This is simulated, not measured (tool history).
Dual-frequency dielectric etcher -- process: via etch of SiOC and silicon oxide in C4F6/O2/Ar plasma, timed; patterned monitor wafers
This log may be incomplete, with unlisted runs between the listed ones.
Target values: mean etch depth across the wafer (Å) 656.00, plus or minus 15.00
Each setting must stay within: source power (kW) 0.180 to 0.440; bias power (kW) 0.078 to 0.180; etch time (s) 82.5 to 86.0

run    day  source power (kW)  bias power (kW)  etch time (s)  mean etch depth across the wafer (Å)
  1  0.000              0.310            0.129           82.5                                796.77
  2  0.067              0.310            0.113           82.5                                779.75
  3  0.254              0.310            0.113           86.0                                808.63
  4  0.442              0.290            0.108           85.5                                776.14
  5  0.550              0.290            0.108           82.5                                747.42
  6  0.625              0.290            0.117           82.5                                762.68
  7  0.746              0.270            0.113           82.5                                735.15
  8  0.954              0.260            0.111           82.5                                718.18
  9  1.067              0.250            0.110           82.5                                709.48
 10  1.175              0.240            0.109           82.5                                692.99

5 candidate next runs follow, results not yet known. Just one meets every target within its allowed miss. Identify it.
  A  1.283              0.250            0.124           86.0                                     ?
  B  1.283              0.280            0.091           83.5                                     ?
  C  1.283              0.250            0.108           85.0                                     ?
  D  1.283              0.210            0.107           83.5                                     ?
  E  1.283              0.230            0.112           85.0                                     ?

move  mean etch depth across the wafer (Å)
   A                                751.63
   B                                722.53
   C                                723.35
   D                                659.88
   E                                703.63
A: moves away from the targets compared with the last run
B: moves away from the targets compared with the last run
C: moves away from the targets compared with the last run
D: meets every target
E: moves away from the targets compared with the last run
Move D is the one to make.

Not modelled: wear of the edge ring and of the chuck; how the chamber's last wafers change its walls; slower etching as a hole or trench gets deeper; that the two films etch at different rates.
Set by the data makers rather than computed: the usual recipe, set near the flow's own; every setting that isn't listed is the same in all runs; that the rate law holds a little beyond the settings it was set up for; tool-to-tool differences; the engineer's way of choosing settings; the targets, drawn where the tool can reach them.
